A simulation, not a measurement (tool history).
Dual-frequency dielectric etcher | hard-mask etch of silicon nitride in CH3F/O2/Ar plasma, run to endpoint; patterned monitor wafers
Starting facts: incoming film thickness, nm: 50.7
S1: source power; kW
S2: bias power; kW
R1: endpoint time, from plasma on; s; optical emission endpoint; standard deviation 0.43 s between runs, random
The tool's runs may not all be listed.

| run | day | S1 | S2 | R1 |
|---|---|---|---|---|
| 1 | 0 | 0.48 | 0.089 | 70.081 |
| 2 | 0.092 | 0.53 | 0.089 | 68.189 |
| 3 | 0.167 | 0.49 | 0.084 | 70.648 |
| 4 | 0.325 | 0.45 | 0.08 | 73.351 |
| 5 | 0.454 | 0.45 | 0.094 | 70.157 |
| 6 | 0.746 | 0.45 | 0.105 | 66.993 |

Run 7, settings as shown, results not yet in. Your forecast:
| 7 | 0.783 | 0.41 | 0.098 | ? |

Run 7 came out at R1 69.332 s.
